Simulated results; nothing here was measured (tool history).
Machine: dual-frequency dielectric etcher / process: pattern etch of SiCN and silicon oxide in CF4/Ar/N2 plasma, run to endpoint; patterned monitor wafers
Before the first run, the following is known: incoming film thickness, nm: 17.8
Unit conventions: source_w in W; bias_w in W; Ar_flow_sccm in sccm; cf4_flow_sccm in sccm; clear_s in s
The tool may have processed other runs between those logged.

Run 1, hour 0: source_w 340 W, bias_w 81 W, Ar_flow_sccm 139 sccm, cf4_flow_sccm 56 sccm. Result: clear_s 30.583 s.
Run 2, hour 1.8: source_w 330 W, bias_w 80 W, Ar_flow_sccm 139 sccm, cf4_flow_sccm 56 sccm. Result: clear_s 31.628 s.
Run 3, hour 3.8: source_w 330 W, bias_w 80 W, Ar_flow_sccm 118 sccm, cf4_flow_sccm 56 sccm. Result: clear_s 30.358 s.
Run 4, hour 6.4: source_w 330 W, bias_w 80 W, Ar_flow_sccm 99 sccm, cf4_flow_sccm 56 sccm. Result: clear_s 29.084 s.
Run 5, hour 9: source_w 310 W, bias_w 79 W, Ar_flow_sccm 99 sccm, cf4_flow_sccm 56 sccm. Result: clear_s 31.437 s.
Run 6, hour 17.8: source_w 310 W, bias_w 85 W, Ar_flow_sccm 99 sccm, cf4_flow_sccm 56 sccm. Result: clear_s 30.396 s.
Run 7, hour 23.3: source_w 300 W, bias_w 85 W, Ar_flow_sccm 99 sccm, cf4_flow_sccm 56 sccm. Result: clear_s 31.834 s.
Run 8, hour 30.6: source_w 300 W, bias_w 85 W, Ar_flow_sccm 99 sccm, cf4_flow_sccm 56 sccm. Result: clear_s 31.987 s.
Run 9, hour 32.6: source_w 290 W, bias_w 85 W, Ar_flow_sccm 99 sccm, cf4_flow_sccm 56 sccm. Result: clear_s 32.573 s.
Run 10, hour 37: source_w 280 W, bias_w 85 W, Ar_flow_sccm 99 sccm, cf4_flow_sccm 56 sccm. Result: clear_s 33.549 s.

Estimate the outcome of run 11 from the log above:
Run 11, hour 46: source_w 270 W, bias_w 85 W, Ar_flow_sccm 99 sccm, cf4_flow_sccm 56 sccm. Result: clear_s ?.

Run 11 produced clear_s 35.014 s.
